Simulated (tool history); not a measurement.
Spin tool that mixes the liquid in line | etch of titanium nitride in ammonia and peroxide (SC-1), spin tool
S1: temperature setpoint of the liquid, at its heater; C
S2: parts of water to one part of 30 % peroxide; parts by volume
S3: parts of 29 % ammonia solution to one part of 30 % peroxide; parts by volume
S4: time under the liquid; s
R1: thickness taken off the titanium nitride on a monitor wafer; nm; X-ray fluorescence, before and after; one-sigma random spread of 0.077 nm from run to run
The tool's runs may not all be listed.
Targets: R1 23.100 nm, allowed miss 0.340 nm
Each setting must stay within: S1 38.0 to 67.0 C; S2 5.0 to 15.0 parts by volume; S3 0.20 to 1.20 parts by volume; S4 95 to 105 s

run 1 hour=0.0 | S1=51.0 S2=8.5 S3=0.90 S4=95 | R1=10.514
run 2 hour=2.2 | S1=54.5 S2=8.5 S3=0.90 S4=95 | R1=13.251
run 3 hour=4.4 | S1=54.5 S2=6.0 S3=0.90 S4=95 | R1=15.785
run 4 hour=8.7 | S1=56.5 S2=6.0 S3=0.90 S4=95 | R1=17.995
run 5 hour=17.4 | S1=57.5 S2=6.0 S3=0.90 S4=95 | R1=19.224
run 6 hour=20.9 | S1=58.5 S2=6.0 S3=0.90 S4=95 | R1=20.629
run 7 hour=26.6 | S1=59.0 S2=6.0 S3=0.90 S4=95 | R1=21.276
run 8 hour=31.5 | S1=59.5 S2=6.0 S3=0.90 S4=95 | R1=22.147
run 9 hour=33.0 | S1=60.0 S2=6.0 S3=0.90 S4=95 | R1=22.737
run 10 hour=38.9 | S1=60.5 S2=6.0 S3=0.90 S4=95 | R1=23.640
run 11 hour=44.7 | S1=60.0 S2=6.0 S3=0.90 S4=95 | R1=22.691

5 candidate next runs follow, results not yet known. Just one meets every target within its allowed miss. Identify it.
run A hour=50.5 | S1=58.0 S2=5.5 S3=0.75 S4=105 | R1=?
run B hour=50.5 | S1=60.0 S2=6.5 S3=0.50 S4=105 | R1=?
run C hour=50.5 | S1=61.0 S2=7.5 S3=1.10 S4=95 | R1=?
run D hour=50.5 | S1=61.5 S2=9.0 S3=0.95 S4=105 | R1=?
run E hour=50.5 | S1=58.5 S2=5.0 S3=1.10 S4=100 | R1=?

move=A R1=22.348
move=B R1=22.164
move=C R1=22.467
move=D R1=23.021
move=E R1=24.052
A: lands further from the targets than the last run did
B: lands further from the targets than the last run did
C: lands further from the targets than the last run did
D: every result within its allowed miss
E: moves the result that the last run missed by most past its target, out the other side
The right move is D.

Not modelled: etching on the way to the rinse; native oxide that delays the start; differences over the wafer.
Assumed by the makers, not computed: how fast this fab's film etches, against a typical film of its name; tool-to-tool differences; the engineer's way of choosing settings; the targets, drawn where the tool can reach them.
